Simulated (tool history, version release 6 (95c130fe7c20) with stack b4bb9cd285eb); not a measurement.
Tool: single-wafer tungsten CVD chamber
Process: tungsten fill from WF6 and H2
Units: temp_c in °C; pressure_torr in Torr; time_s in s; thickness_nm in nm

{"run": 1, "day": 0.0, "temp_c": 385, "pressure_torr": 28.5, "time_s": 23.6, "thickness_nm": 48.44}
{"run": 2, "day": 0.296, "temp_c": 374, "pressure_torr": 28.5, "time_s": 23.6, "thickness_nm": 37.537}
{"run": 3, "day": 0.546, "temp_c": 372, "pressure_torr": 28.5, "time_s": 23.6, "thickness_nm": 35.704}
{"run": 4, "day": 0.579, "temp_c": 371, "pressure_torr": 28.5, "time_s": 23.6, "thickness_nm": 34.738}
{"run": 5, "day": 0.608, "temp_c": 371, "pressure_torr": 24.8, "time_s": 23.6, "thickness_nm": 32.471}
{"run": 6, "day": 0.638, "temp_c": 371, "pressure_torr": 24.8, "time_s": 22.4, "thickness_nm": 30.535}

Forecast run 7:
{"run": 7, "day": 0.725, "temp_c": 377, "pressure_torr": 25.0, "time_s": 22.4, "thickness_nm": "?"}

{"run 7": {"thickness_nm": 35.888}}

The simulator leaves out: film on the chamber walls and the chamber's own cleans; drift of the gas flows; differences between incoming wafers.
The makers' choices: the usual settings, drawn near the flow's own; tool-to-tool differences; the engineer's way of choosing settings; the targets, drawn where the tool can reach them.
